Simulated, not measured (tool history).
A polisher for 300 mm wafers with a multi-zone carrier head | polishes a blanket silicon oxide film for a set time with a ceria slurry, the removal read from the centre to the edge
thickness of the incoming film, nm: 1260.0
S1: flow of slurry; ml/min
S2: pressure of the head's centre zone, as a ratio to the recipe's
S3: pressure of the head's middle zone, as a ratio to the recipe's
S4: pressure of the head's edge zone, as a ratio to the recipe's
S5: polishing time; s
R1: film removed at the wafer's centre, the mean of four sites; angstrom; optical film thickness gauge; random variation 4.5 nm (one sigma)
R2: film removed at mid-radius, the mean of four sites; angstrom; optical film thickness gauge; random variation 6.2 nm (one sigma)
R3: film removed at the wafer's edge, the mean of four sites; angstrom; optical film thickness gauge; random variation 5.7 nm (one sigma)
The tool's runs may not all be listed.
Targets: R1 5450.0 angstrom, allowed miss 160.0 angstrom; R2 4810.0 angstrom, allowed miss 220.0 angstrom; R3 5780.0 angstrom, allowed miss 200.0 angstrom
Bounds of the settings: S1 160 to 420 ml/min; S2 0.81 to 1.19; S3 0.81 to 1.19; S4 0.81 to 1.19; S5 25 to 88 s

run 1 hour=0.0 | S1=270 S2=1.00 S3=1.00 S4=1.00 S5=56 | R1=4173.0 R2=4171.0 R3=4388.2
run 2 hour=3.7 | S1=325 S2=1.00 S3=1.00 S4=1.00 S5=56 | R1=4269.5 R2=4321.9 R3=4471.2
run 3 hour=5.9 | S1=325 S2=1.05 S3=1.00 S4=1.00 S5=56 | R1=4341.7 R2=4314.1 R3=4367.8
run 4 hour=12.6 | S1=320 S2=1.05 S3=0.98 S4=1.02 S5=59 | R1=4645.2 R2=4396.7 R3=4762.9
run 5 hour=17.0 | S1=375 S2=1.05 S3=0.98 S4=1.02 S5=59 | R1=4705.0 R2=4442.8 R3=4722.6
run 6 hour=20.2 | S1=375 S2=1.10 S3=0.98 S4=1.02 S5=59 | R1=4826.1 R2=4459.3 R3=4772.0
run 7 hour=24.7 | S1=370 S2=1.10 S3=0.98 S4=1.05 S5=60 | R1=4967.0 R2=4637.5 R3=4849.1
run 8 hour=29.4 | S1=370 S2=1.08 S3=0.96 S4=1.06 S5=62 | R1=4990.3 R2=4616.1 R3=5209.6
run 9 hour=32.3 | S1=370 S2=1.09 S3=0.96 S4=1.07 S5=63 | R1=5171.7 R2=4656.8 R3=5196.6
run 10 hour=33.4 | S1=370 S2=1.08 S3=0.95 S4=1.08 S5=64 | R1=5168.9 R2=4775.5 R3=5281.5
run 11 hour=41.3 | S1=370 S2=1.08 S3=0.94 S4=1.09 S5=65 | R1=5238.7 R2=4886.3 R3=5463.4
run 12 hour=50.2 | S1=370 S2=1.09 S3=0.93 S4=1.10 S5=65 | R1=5303.4 R2=4774.5 R3=5431.9
run 13 hour=55.9 | S1=370 S2=1.09 S3=0.92 S4=1.11 S5=66 | R1=5441.5 R2=4722.7 R3=5494.5
run 14 hour=62.6 | S1=370 S2=1.08 S3=0.92 S4=1.12 S5=66 | R1=5466.6 R2=4731.8 R3=5554.5

Which of these 4 next moves meets every target?
run A hour=69.3 | S1=355 S2=1.14 S3=0.93 S4=1.15 S5=64 | R1=? R2=? R3=?
run B hour=69.3 | S1=420 S2=1.14 S3=0.94 S4=1.11 S5=63 | R1=? R2=? R3=?
run C hour=69.3 | S1=420 S2=1.05 S3=0.90 S4=1.12 S5=68 | R1=? R2=? R3=?
run D hour=69.3 | S1=360 S2=1.16 S3=0.89 S4=1.14 S5=64 | R1=? R2=? R3=?

move=A R1=5427.3 R2=4618.8 R3=5483.1
move=B R1=5404.6 R2=4635.9 R3=5342.4
move=C R1=5457.1 R2=4827.6 R3=5795.9
move=D R1=5508.8 R2=4456.8 R3=5465.1
A: further off than the last run
B: further off than the last run
C: meets every target
D: further off than the last run
Move C is the one to make.

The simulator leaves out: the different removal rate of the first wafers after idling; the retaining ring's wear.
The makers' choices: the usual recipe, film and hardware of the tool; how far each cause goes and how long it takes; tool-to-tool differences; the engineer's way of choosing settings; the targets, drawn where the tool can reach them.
